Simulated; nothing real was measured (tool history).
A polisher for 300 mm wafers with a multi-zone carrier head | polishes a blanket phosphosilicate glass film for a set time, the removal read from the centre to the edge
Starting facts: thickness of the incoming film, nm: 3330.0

run	day	flow of slurry (ml/min)	pressure of the head's centre zone	pressure of the head's middle zone	pressure of the head's edge zone	abrasive content of the slurry	polishing time (s)	film removed at the wafer's centre (Å)	film removed at mid-radius (Å)	film removed at the wafer's edge (Å)
1	0.000	295	1.00	1.00	1.00	1.00	71	4550.8	4490.2	4545.5
2	0.242	295	1.00	1.00	1.00	1.00	55	3561.7	3439.5	3576.7
3	0.579	300	1.01	0.98	1.03	1.10	58	3953.4	3732.3	3962.0
4	0.925	300	1.01	0.96	1.05	1.15	61	4345.8	3930.3	4315.0
5	1.138	345	1.01	0.96	1.05	1.15	61	4368.2	4010.7	4353.7
6	1.304	345	1.01	0.96	1.05	1.15	49	3532.5	3214.5	3463.4
7	1.650	335	1.01	0.95	1.07	1.20	52	3740.4	3453.8	3793.4
8	1.812	325	1.02	0.94	1.09	1.25	55	4060.8	3621.8	4108.2

Predict the results of run 9:
9	2.162	310	1.03	0.94	1.10	1.30	58	?	?	?

For run 9 the tool returned film removed at the wafer's centre (Å) 4379.8, film removed at mid-radius (Å) 3863.3, film removed at the wafer's edge (Å) 4433.1.

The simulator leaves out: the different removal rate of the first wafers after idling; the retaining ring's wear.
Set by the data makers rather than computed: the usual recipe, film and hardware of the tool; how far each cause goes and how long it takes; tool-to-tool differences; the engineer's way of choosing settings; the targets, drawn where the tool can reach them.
